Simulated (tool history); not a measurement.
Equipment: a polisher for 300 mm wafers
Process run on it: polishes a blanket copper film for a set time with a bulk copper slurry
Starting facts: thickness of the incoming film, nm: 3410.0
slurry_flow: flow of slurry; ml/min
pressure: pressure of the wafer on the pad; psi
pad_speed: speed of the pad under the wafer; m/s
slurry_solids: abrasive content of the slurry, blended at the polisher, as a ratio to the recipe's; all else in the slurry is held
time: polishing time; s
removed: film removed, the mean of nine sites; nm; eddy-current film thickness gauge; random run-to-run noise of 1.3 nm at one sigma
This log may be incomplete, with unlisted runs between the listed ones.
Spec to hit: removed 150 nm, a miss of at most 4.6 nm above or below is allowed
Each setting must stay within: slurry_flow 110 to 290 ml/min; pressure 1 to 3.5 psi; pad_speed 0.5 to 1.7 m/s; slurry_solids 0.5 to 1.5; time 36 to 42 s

run 1 hour=0 | slurry_flow=185 pressure=2.2 pad_speed=1.1 slurry_solids=1 time=42 | removed=250.97
run 2 hour=2.1 | slurry_flow=155 pressure=2.2 pad_speed=1.1 slurry_solids=1 time=42 | removed=240.33
run 3 hour=4.1 | slurry_flow=155 pressure=2.2 pad_speed=0.92 slurry_solids=1 time=42 | removed=202.32
run 4 hour=10.8 | slurry_flow=150 pressure=2.1 pad_speed=0.92 slurry_solids=1 time=42 | removed=195.59
run 5 hour=16.6 | slurry_flow=165 pressure=2.1 pad_speed=0.92 slurry_solids=1 time=42 | removed=198.99
run 6 hour=24 | slurry_flow=195 pressure=2.1 pad_speed=0.92 slurry_solids=1 time=42 | removed=210.66
run 7 hour=32.1 | slurry_flow=190 pressure=2 pad_speed=0.92 slurry_solids=1 time=42 | removed=204.45
run 8 hour=37.2 | slurry_flow=185 pressure=1.9 pad_speed=0.92 slurry_solids=1 time=42 | removed=190.89
-- hour=45.3 slurry nozzle cleaned
run 9 hour=45.3 | slurry_flow=180 pressure=1.9 pad_speed=0.92 slurry_solids=1 time=42 | removed=210.07

Which single option among these 5 for the next run brings every result within its allowed miss of target? Just one does.
run A hour=53.4 | slurry_flow=145 pressure=1.9 pad_speed=0.74 slurry_solids=0.85 time=36 | removed=?
run B hour=53.4 | slurry_flow=175 pressure=1.8 pad_speed=0.74 slurry_solids=0.85 time=36 | removed=?
run C hour=53.4 | slurry_flow=145 pressure=2.2 pad_speed=0.68 slurry_solids=0.8 time=36 | removed=?
run D hour=53.4 | slurry_flow=195 pressure=2.4 pad_speed=0.6 slurry_solids=1 time=36 | removed=?
run E hour=53.4 | slurry_flow=185 pressure=2.4 pad_speed=0.56 slurry_solids=1 time=36 | removed=?

move=A removed=137.96
move=B removed=137.46
move=C removed=140.79
move=D removed=148.86
move=E removed=139.12
A: takes the biggest miss from the last run beyond its target
B: takes the biggest miss from the last run beyond its target
C: takes the biggest miss from the last run beyond its target
D: hits every target within its allowed miss
E: takes the biggest miss from the last run beyond its target
Go with D: it meets all targets.
